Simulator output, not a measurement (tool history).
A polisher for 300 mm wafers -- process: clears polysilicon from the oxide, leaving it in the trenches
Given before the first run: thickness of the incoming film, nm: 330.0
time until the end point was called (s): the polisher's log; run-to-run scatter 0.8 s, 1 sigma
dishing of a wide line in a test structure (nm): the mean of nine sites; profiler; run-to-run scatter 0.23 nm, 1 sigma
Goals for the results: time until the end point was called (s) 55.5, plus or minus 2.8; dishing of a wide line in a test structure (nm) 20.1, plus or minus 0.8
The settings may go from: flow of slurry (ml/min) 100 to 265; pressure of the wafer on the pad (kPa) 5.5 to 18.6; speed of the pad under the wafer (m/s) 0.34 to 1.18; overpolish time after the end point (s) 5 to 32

run	hour	flow of slurry (ml/min)	pressure of the wafer on the pad (kPa)	speed of the pad under the wafer (m/s)	overpolish time after the end point (s)	time until the end point was called (s)	dishing of a wide line in a test structure (nm)
1	0	170	11.7	0.76	16	50.428	34.342
2	0.7	175	11	0.76	13	51.015	32.894
3	2.8	205	11	0.76	13	51.749	33.228
4	7.9	175	9.7	0.82	11	53.579	30.866
5	10.2	175	9.7	1	11	45.627	32.521
# hour 16.9: worn pad replaced by a new one
6	16.9	175	9.7	1	5	42.16	23.952
7	18.7	155	11	0.84	5	44.703	22.932
8	22.7	105	13.8	0.64	5	50.053	21.175

Pick the move, out of 4, that brings all results within their allowed miss; only one does.
A	26.7	100	13.1	0.7	5	?	?
B	26.7	110	12.4	0.62	5	?	?
C	26.7	100	13.1	0.68	5	?	?
D	26.7	100	14.5	0.46	5	?	?

move	time until the end point was called (s)	dishing of a wide line in a test structure (nm)
A	49.536	21.682
B	55.655	20.123
C	50.695	21.37
D	63.266	18.452
A: lands further from the targets than the last run did
B: hits every target within its allowed miss
C: an improvement on the last run, though not all results are within tolerance
D: carries the result that was furthest off beyond its target, to the other side
Go with B: it meets all targets.
